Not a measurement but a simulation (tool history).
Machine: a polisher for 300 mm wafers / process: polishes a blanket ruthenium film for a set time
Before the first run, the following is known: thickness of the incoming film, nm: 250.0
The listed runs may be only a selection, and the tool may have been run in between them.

| run | hour | flow of slurry (ml/min) | pressure of the wafer on the pad (psi) | speed of the pad under the wafer (cm/s) | polishing time (s) | film removed (angstrom) |
|---|---|---|---|---|---|---|
| 1 | 0 | 190 | 2.7 | 126 | 35 | 766.39 |
| 2 | 3.5 | 190 | 2.7 | 126 | 32 | 698.71 |
| 3 | 12.3 | 190 | 2.3 | 126 | 32 | 604.33 |
| 4 | 14.1 | 195 | 2.5 | 126 | 32 | 651.8 |
| 5 | 18.5 | 195 | 2.5 | 108 | 32 | 556.92 |
| 6 | 19.7 | 195 | 2.5 | 108 | 32 | 564.88 |
| 7 | 21.3 | 200 | 2.7 | 108 | 32 | 608.01 |
| 8 | 22.1 | 200 | 2.9 | 108 | 32 | 654.76 |

Expected results for the next run?
| 9 | 29.3 | 200 | 3 | 108 | 32 | ? |

{"run 9": {"film removed (angstrom)": 674.91}}
